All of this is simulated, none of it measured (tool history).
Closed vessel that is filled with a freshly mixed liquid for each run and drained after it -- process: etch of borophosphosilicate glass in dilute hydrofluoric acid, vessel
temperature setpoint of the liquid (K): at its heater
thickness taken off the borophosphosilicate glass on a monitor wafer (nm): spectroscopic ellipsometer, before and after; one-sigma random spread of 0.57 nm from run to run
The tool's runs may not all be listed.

run	hour	temperature setpoint of the liquid (K)	parts of water to one part of 49 % hydrofluoric acid (parts by volume)	time in the liquid (s)	thickness taken off the borophosphosilicate glass on a monitor wafer (nm)
1	0.0	294.15	70	30	35.777
2	6.0	294.15	70	30	35.961
3	9.2	296.65	55	30	51.665
4	10.4	296.65	35	30	83.438
5	13.9	296.65	35	30	82.553
6	20.3	296.65	35	30	82.880
7	28.4	298.15	35	30	88.218
8	31.0	299.15	35	30	92.258
9	38.8	299.65	35	30	94.744

Expected results for the next run?
10	46.4	300.15	35	30	?

thickness taken off the borophosphosilicate glass on a monitor wafer (nm): 95.700

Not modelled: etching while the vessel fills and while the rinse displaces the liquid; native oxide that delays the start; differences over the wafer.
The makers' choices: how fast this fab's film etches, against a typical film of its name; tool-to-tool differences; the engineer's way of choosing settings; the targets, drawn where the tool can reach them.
